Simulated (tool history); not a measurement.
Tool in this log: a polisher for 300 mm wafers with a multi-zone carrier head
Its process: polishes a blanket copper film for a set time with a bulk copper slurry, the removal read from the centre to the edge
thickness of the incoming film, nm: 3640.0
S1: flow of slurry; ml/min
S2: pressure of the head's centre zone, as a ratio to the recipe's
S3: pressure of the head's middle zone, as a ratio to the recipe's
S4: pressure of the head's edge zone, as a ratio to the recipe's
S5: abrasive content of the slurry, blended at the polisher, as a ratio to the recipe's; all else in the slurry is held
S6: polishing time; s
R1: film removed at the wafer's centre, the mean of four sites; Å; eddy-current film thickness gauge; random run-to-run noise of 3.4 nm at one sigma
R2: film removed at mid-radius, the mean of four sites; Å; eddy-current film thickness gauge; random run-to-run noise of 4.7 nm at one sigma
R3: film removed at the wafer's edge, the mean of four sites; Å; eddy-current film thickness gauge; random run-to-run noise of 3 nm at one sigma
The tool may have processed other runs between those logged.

{"run": 1, "hour": 0.0, "S1": 180, "S2": 1.0, "S3": 1.0, "S4": 1.0, "S5": 1.0, "S6": 59, "R1": 4997.0, "R2": 5143.3, "R3": 5056.0}
{"run": 2, "hour": 7.6, "S1": 180, "S2": 1.0, "S3": 0.98, "S4": 0.97, "S5": 0.85, "S6": 56, "R1": 4494.3, "R2": 4582.8, "R3": 4437.2}
{"run": 3, "hour": 8.6, "S1": 180, "S2": 0.94, "S3": 0.98, "S4": 0.97, "S5": 0.85, "S6": 56, "R1": 4265.4, "R2": 4483.9, "R3": 4474.1}
{"run": 4, "hour": 15.2, "S1": 175, "S2": 0.95, "S3": 0.96, "S4": 0.94, "S5": 0.75, "S6": 55, "R1": 4039.8, "R2": 4079.1, "R3": 4140.1}
{"run": 5, "hour": 16.1, "S1": 170, "S2": 0.96, "S3": 0.96, "S4": 0.91, "S5": 0.7, "S6": 54, "R1": 3885.5, "R2": 3914.3, "R3": 3875.3}
{"run": 6, "hour": 17.9, "S1": 170, "S2": 0.96, "S3": 0.96, "S4": 0.91, "S5": 0.85, "S6": 54, "R1": 4171.9, "R2": 4198.1, "R3": 4158.0}

Expected results for the next run?
{"run": 7, "hour": 25.2, "S1": 165, "S2": 0.97, "S3": 0.95, "S4": 0.89, "S5": 0.75, "S6": 54, "R1": "?", "R2": "?", "R3": "?"}

Run 7 yielded R1 3976.3 Å, R2 3905.9 Å, R3 3924.8 Å.
